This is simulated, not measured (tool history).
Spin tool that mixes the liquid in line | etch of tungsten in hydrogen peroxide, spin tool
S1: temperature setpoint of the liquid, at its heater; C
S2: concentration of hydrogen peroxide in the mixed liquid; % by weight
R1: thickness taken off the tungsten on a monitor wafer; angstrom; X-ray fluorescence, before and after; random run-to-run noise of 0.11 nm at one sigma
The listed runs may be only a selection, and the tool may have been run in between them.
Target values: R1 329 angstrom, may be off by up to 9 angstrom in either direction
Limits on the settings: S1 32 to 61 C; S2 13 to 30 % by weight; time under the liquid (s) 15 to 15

run 1 hour=0 | S1=45 S2=25 time_under_the_liquid_(s)=15 | R1=240.97
run 2 hour=5 | S1=46 S2=25 time_under_the_liquid_(s)=15 | R1=255.47
run 3 hour=13.9 | S1=46 S2=28 time_under_the_liquid_(s)=15 | R1=272.71
run 4 hour=20.4 | S1=46 S2=30 time_under_the_liquid_(s)=15 | R1=281.91
run 5 hour=22.7 | S1=46 S2=30 time_under_the_liquid_(s)=15 | R1=282.65
run 6 hour=25.8 | S1=46 S2=30 time_under_the_liquid_(s)=15 | R1=280.07
run 7 hour=32.2 | S1=46 S2=30 time_under_the_liquid_(s)=15 | R1=282.39
run 8 hour=40.3 | S1=46.5 S2=30 time_under_the_liquid_(s)=15 | R1=292.15
run 9 hour=48.3 | S1=47 S2=30 time_under_the_liquid_(s)=15 | R1=300.49
run 10 hour=55.7 | S1=47.5 S2=30 time_under_the_liquid_(s)=15 | R1=310.32
run 11 hour=60.8 | S1=48 S2=30 time_under_the_liquid_(s)=15 | R1=319.04

Below are 5 possible settings for the next run. Only one of them brings all results inside the allowed miss of their targets. Which is it?
run A hour=65.9 | S1=48.5 S2=30 time_under_the_liquid_(s)=15 | R1=?
run B hour=65.9 | S1=48.5 S2=25.5 time_under_the_liquid_(s)=15 | R1=?
run C hour=65.9 | S1=49 S2=24 time_under_the_liquid_(s)=15 | R1=?
run D hour=65.9 | S1=47.5 S2=30 time_under_the_liquid_(s)=15 | R1=?
run E hour=65.9 | S1=47 S2=30 time_under_the_liquid_(s)=15 | R1=?

move=A R1=328.44
move=B R1=302.81
move=C R1=302.96
move=D R1=308.73
move=E R1=299.28
A: each result inside its tolerance
B: the biggest miss grows against the last run
C: the biggest miss grows against the last run
D: the biggest miss grows against the last run
E: the biggest miss grows against the last run
A is the move that brings every result within its allowed miss.
